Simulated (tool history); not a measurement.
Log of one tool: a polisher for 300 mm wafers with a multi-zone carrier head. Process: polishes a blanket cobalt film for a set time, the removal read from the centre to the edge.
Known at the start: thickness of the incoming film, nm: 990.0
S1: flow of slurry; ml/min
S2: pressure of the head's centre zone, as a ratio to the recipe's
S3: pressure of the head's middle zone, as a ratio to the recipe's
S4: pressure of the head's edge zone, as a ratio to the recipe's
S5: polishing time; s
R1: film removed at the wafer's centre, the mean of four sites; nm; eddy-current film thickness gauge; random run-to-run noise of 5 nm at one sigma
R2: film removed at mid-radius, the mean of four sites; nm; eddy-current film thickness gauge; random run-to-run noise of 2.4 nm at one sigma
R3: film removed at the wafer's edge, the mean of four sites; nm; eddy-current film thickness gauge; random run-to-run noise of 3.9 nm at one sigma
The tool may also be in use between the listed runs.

run 1 day=0 | S1=305 S2=1 S3=1 S4=1 S5=59 | R1=244.27 R2=247.38 R3=251.35
run 2 day=0.179 | S1=305 S2=1.03 S3=1 S4=1.03 S5=61 | R1=257.03 R2=259.86 R3=264.33
run 3 day=0.229 | S1=310 S2=1.06 S3=0.98 S4=1.04 S5=63 | R1=275.1 R2=260.57 R3=275.55
run 4 day=0.396 | S1=240 S2=1.06 S3=0.98 S4=1.04 S5=63 | R1=267.83 R2=255.27 R3=263.42
run 5 day=0.633 | S1=260 S2=1.09 S3=0.98 S4=1.06 S5=64 | R1=281.68 R2=260.12 R3=279.89
run 6 day=0.892 | S1=260 S2=1.09 S3=1.06 S4=1.06 S5=64 | R1=279.07 R2=275.84 R3=273.73

Run 7 has not been measured yet. What should we expect?
run 7 day=1.05 | S1=275 S2=1.11 S3=1.05 S4=1.07 S5=65 | R1=? R2=? R3=?

Run 7 measured R1 304.49 nm, R2 284.68 nm, R3 284.68 nm.
